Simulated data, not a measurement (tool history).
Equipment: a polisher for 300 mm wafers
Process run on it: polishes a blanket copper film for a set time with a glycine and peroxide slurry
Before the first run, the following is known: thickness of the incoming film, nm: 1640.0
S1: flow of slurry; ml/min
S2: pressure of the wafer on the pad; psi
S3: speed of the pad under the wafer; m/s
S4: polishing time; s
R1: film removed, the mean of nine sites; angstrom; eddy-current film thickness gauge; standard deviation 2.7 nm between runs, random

| run | hour | S1 | S2 | S3 | S4 | R1 |
|---|---|---|---|---|---|---|
| 1 | 0 | 240 | 3.3 | 0.9 | 47 | 3284 |
| 2 | 8.2 | 260 | 3.3 | 0.9 | 47 | 3423 |
| 3 | 16.5 | 260 | 3.3 | 1.08 | 47 | 3864.3 |
| 4 | 20.5 | 255 | 3 | 1.08 | 47 | 3656.5 |
| 5 | 23.5 | 255 | 3 | 0.88 | 47 | 3067.6 |
| 6 | 31.9 | 275 | 3 | 0.88 | 47 | 3094.2 |
| 7 | 33.5 | 275 | 2.8 | 0.88 | 47 | 3015.4 |
| 8 | 38.6 | 270 | 2.6 | 0.88 | 47 | 2850.4 |
| 9 | 46.2 | 265 | 2.5 | 0.88 | 47 | 2713.2 |

Run 10, settings as shown, results not yet in. Your forecast:
| 10 | 49.7 | 265 | 2.5 | 0.88 | 47 | ? |

Run 10 yielded R1 2846.6 angstrom.
